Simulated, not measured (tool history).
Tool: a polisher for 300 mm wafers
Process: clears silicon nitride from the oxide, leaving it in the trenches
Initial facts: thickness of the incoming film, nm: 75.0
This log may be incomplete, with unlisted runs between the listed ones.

| run | hour | flow of slurry (ml/min) | pressure of the wafer on the pad (kPa) | speed of the pad under the wafer (cm/s) | overpolish time after the end point (s) | time until the end point was called (s) |
|---|---|---|---|---|---|---|
| 1 | 0.0 | 180 | 24.1 | 80 | 5 | 74.638 |
| 2 | 0.7 | 190 | 27.6 | 80 | 5 | 65.383 |
| 3 | 2.5 | 195 | 30.3 | 80 | 5 | 59.702 |
| 4 | 4.5 | 195 | 27.6 | 80 | 5 | 64.249 |
| 5 | 12.4 | 195 | 27.6 | 62 | 5 | 78.623 |
| 6 | 20.9 | 195 | 27.6 | 46 | 5 | 99.076 |
| 7 | 22.6 | 210 | 30.3 | 56 | 5 | 78.126 |
| 8 | 26.2 | 215 | 32.4 | 62 | 5 | 67.217 |
| 9 | 33.0 | 220 | 33.8 | 66 | 5 | 62.320 |
| 10 | 40.3 | 220 | 33.8 | 66 | 5 | 60.974 |

Run 11 comes next. What will it give?
| 11 | 45.6 | 220 | 33.8 | 66 | 5 | ? |

Logged for run 11: time until the end point was called (s) 62.352.

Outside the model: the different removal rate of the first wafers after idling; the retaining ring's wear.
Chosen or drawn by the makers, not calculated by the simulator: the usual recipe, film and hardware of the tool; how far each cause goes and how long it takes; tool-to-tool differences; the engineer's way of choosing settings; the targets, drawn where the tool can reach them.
